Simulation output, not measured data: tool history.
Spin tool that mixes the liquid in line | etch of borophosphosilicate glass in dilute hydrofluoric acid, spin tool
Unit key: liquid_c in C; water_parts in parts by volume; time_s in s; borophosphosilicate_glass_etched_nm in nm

run,hour,liquid_c,water_parts,time_s,borophosphosilicate_glass_etched_nm
1,0.0,21.0,110,15,5.3920
2,8.7,21.0,140,15,4.1245
3,16.5,22.5,125,15,5.0347
4,22.0,22.5,160,15,3.7291
5,26.9,25.5,160,15,4.2353
6,31.4,26.0,145,15,4.8186
7,38.1,26.5,130,15,5.6308
# hour 41.1: hydrofluoric acid flow meter replaced
8,41.1,29.0,85,15,9.2776
9,45.4,29.0,80,15,9.8432
10,48.9,29.0,70,15,11.4930

Expected results for the next run?
11,56.7,28.5,70,15,?

{"run 11": {"borophosphosilicate_glass_etched_nm": 11.305}}
